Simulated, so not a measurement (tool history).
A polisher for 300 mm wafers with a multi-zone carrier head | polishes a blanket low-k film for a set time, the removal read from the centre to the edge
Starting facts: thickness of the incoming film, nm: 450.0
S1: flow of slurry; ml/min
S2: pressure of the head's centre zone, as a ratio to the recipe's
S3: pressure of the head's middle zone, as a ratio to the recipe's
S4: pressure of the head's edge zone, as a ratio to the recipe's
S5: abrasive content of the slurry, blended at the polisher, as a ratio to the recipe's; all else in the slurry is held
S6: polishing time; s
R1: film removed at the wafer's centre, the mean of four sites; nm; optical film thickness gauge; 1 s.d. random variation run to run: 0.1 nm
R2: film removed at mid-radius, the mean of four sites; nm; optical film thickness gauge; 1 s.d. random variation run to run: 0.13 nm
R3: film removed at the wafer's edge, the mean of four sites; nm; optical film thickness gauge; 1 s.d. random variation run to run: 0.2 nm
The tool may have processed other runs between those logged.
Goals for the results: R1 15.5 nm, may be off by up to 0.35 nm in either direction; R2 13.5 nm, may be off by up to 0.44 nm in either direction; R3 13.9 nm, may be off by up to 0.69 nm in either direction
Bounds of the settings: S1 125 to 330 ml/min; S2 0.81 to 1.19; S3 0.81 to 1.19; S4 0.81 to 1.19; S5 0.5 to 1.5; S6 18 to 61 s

{"run": 1, "hour": 0.0, "S1": 210, "S2": 1, "S3": 1, "S4": 1, "S5": 1, "S6": 39, "R1": 9.4334, "R2": 9.5287, "R3": 9.687}
{"run": 2, "hour": 4.8, "S1": 225, "S2": 1.04, "S3": 1.01, "S4": 1.03, "S5": 1.1, "S6": 39, "R1": 10.341, "R2": 9.9482, "R3": 10.041}
{"run": 3, "hour": 6.5, "S1": 225, "S2": 1.01, "S3": 1.01, "S4": 1.03, "S5": 1.1, "S6": 39, "R1": 10.17, "R2": 9.9072, "R3": 10.336}
{"run": 4, "hour": 7.4, "S1": 235, "S2": 1.03, "S3": 1.03, "S4": 1.05, "S5": 1.2, "S6": 40, "R1": 10.988, "R2": 10.843, "R3": 10.986}
{"run": 5, "hour": 15.9, "S1": 235, "S2": 1.1, "S3": 1.03, "S4": 1.05, "S5": 1.2, "S6": 40, "R1": 11.664, "R2": 10.59, "R3": 10.714}
{"run": 6, "hour": 24.8, "S1": 235, "S2": 1.1, "S3": 1.03, "S4": 1.05, "S5": 1.2, "S6": 35, "R1": 10.169, "R2": 9.496, "R3": 9.4408}
{"run": 7, "hour": 32.3, "S1": 245, "S2": 1.11, "S3": 1.04, "S4": 1.07, "S5": 1.25, "S6": 37, "R1": 11.086, "R2": 10.092, "R3": 10.223}
{"run": 8, "hour": 40.8, "S1": 250, "S2": 1.12, "S3": 1.05, "S4": 1.08, "S5": 1.3, "S6": 38, "R1": 11.717, "R2": 10.859, "R3": 10.709}
{"run": 9, "hour": 42.0, "S1": 255, "S2": 1.13, "S3": 1.05, "S4": 1.09, "S5": 1.35, "S6": 39, "R1": 12.248, "R2": 11.06, "R3": 11.377}
{"run": 10, "hour": 48.9, "S1": 260, "S2": 1.14, "S3": 1.06, "S4": 1.09, "S5": 1.4, "S6": 40, "R1": 12.774, "R2": 11.668, "R3": 11.893}
{"run": 11, "hour": 57.2, "S1": 265, "S2": 1.15, "S3": 1.06, "S4": 1.09, "S5": 1.4, "S6": 41, "R1": 13.489, "R2": 11.966, "R3": 11.96}
{"run": 12, "hour": 65.2, "S1": 265, "S2": 1.16, "S3": 1.06, "S4": 1.1, "S5": 1.4, "S6": 42, "R1": 13.744, "R2": 12.441, "R3": 12.051}
{"run": 13, "hour": 67.3, "S1": 265, "S2": 1.16, "S3": 1.05, "S4": 1.11, "S5": 1.4, "S6": 43, "R1": 14.106, "R2": 12.397, "R3": 12.736}

5 candidate next runs follow, results not yet known. Just one meets every target within its allowed miss. Identify it.
{"run": "A", "hour": 69.4, "S1": 260, "S2": 0.99, "S3": 1.17, "S4": 1.15, "S5": 1.5, "S6": 45, "R1": "?", "R2": "?", "R3": "?"}
{"run": "B", "hour": 69.4, "S1": 255, "S2": 1, "S3": 0.82, "S4": 1.19, "S5": 1.5, "S6": 43, "R1": "?", "R2": "?", "R3": "?"}
{"run": "C", "hour": 69.4, "S1": 245, "S2": 1.18, "S3": 1.06, "S4": 1.15, "S5": 1.4, "S6": 47, "R1": "?", "R2": "?", "R3": "?"}
{"run": "D", "hour": 69.4, "S1": 250, "S2": 0.95, "S3": 1.08, "S4": 1.19, "S5": 1.45, "S6": 45, "R1": "?", "R2": "?", "R3": "?"}
{"run": "E", "hour": 69.4, "S1": 265, "S2": 1.19, "S3": 1.04, "S4": 1.11, "S5": 1.5, "S6": 47, "R1": "?", "R2": "?", "R3": "?"}

move=A R1=12.967 R2=14.634 R3=13.801
move=B R1=12.465 R2=10.669 R3=13.402
move=C R1=15.697 R2=13.749 R3=14.054
move=D R1=12.248 R2=13.551 R3=13.81
move=E R1=16.318 R2=13.956 R3=14.262
A: lands further from the targets than the last run did
B: lands further from the targets than the last run did
C: each result inside its tolerance
D: lands further from the targets than the last run did
E: takes the biggest miss from the last run beyond its target
Go with C: it meets all targets.
